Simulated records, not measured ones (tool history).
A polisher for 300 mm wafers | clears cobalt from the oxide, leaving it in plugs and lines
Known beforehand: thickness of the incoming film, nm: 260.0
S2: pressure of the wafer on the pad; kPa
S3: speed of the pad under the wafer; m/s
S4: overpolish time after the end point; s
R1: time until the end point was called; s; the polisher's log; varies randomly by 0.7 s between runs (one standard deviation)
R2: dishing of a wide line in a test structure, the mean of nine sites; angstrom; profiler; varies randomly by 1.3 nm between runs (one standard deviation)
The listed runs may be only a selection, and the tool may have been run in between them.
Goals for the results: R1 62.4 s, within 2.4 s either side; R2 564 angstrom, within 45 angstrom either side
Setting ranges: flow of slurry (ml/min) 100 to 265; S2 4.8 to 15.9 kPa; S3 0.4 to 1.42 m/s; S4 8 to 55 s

run 1 hour=0 | flow_of_slurry_(ml/min)=170 S2=10.3 S3=0.9 S4=28 | R1=81.465 R2=467.52
run 2 hour=8 | flow_of_slurry_(ml/min)=170 S2=10.3 S3=0.78 S4=28 | R1=93.64 R2=420.69
run 3 hour=12.6 | flow_of_slurry_(ml/min)=170 S2=10.3 S3=0.64 S4=28 | R1=114.17 R2=387.26
run 4 hour=20.1 | flow_of_slurry_(ml/min)=170 S2=11.7 S3=0.64 S4=29 | R1=101.04 R2=405.53
run 5 hour=27.1 | flow_of_slurry_(ml/min)=140 S2=11.7 S3=0.64 S4=29 | R1=104.66 R2=408.1
run 6 hour=34.5 | flow_of_slurry_(ml/min)=145 S2=12.4 S3=0.66 S4=30 | R1=94.22 R2=451.32
run 7 hour=38.9 | flow_of_slurry_(ml/min)=150 S2=13.1 S3=0.66 S4=30 | R1=88.124 R2=461.74
run 8 hour=40.8 | flow_of_slurry_(ml/min)=155 S2=13.8 S3=0.66 S4=30 | R1=83.592 R2=448.84
run 9 hour=43.4 | flow_of_slurry_(ml/min)=160 S2=14.5 S3=0.68 S4=31 | R1=77.064 R2=491.49
run 10 hour=49.4 | flow_of_slurry_(ml/min)=160 S2=14.5 S3=0.7 S4=31 | R1=74.945 R2=506.09
run 11 hour=57.7 | flow_of_slurry_(ml/min)=165 S2=15.2 S3=0.72 S4=31 | R1=68.93 R2=528.55

Consider the 5 candidate settings below. Which is the only one whose results all fall within their allowed miss of target?
run A hour=66 | flow_of_slurry_(ml/min)=145 S2=15.9 S3=0.86 S4=33 | R1=? R2=?
run B hour=66 | flow_of_slurry_(ml/min)=165 S2=15.9 S3=0.82 S4=21 | R1=? R2=?
run C hour=66 | flow_of_slurry_(ml/min)=150 S2=15.9 S3=0.78 S4=33 | R1=? R2=?
run D hour=66 | flow_of_slurry_(ml/min)=180 S2=15.2 S3=0.9 S4=22 | R1=? R2=?
run E hour=66 | flow_of_slurry_(ml/min)=190 S2=15.9 S3=0.74 S4=24 | R1=? R2=?

move=A R1=57.199 R2=570.46
move=B R1=58.454 R2=469.51
move=C R1=62.44 R2=554.59
move=D R1=54.987 R2=494.49
move=E R1=63.085 R2=483.45
A: takes the result that was furthest off past its target
B: takes the result that was furthest off past its target
C: hits every target within its allowed miss
D: takes the result that was furthest off past its target
E: the furthest-off result lands on target, but another misses its tolerance
Move C is the one to make.

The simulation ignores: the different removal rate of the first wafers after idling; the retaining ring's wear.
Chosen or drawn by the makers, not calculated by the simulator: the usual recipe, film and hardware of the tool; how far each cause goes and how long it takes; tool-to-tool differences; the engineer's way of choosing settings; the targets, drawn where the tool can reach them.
